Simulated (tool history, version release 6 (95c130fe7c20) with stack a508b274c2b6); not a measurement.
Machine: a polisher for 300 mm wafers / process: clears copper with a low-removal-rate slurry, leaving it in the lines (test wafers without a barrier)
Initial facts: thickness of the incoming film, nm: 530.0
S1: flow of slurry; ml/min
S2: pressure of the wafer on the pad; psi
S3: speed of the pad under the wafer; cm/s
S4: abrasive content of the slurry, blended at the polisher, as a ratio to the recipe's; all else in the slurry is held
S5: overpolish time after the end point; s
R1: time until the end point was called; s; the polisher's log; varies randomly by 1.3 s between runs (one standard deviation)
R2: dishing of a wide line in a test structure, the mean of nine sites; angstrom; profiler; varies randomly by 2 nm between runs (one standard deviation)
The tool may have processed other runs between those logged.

| run | hour | S1 | S2 | S3 | S4 | S5 | R1 | R2 |
|---|---|---|---|---|---|---|---|---|
| 1 | 0 | 180 | 3.7 | 116 | 1 | 29 | 125.72 | 647.66 |
| 2 | 8.4 | 180 | 4.2 | 118 | 1 | 30 | 105.96 | 719.2 |
| 3 | 15.4 | 180 | 4.2 | 118 | 1 | 39 | 109.16 | 802.53 |
| 4 | 21.3 | 180 | 4.2 | 118 | 0.9 | 39 | 110.45 | 799.12 |
| 5 | 29.7 | 180 | 4.6 | 120 | 0.9 | 40 | 103.9 | 892.2 |
| 6 | 30.7 | 180 | 4.6 | 120 | 1.1 | 40 | 92.544 | 889.83 |

Estimate the outcome of run 7 from the log above:
| 7 | 39.2 | 180 | 4.6 | 120 | 1.1 | 40 | ? | ? |

For run 7 the tool returned R1 93.98 s, R2 902.22 angstrom.
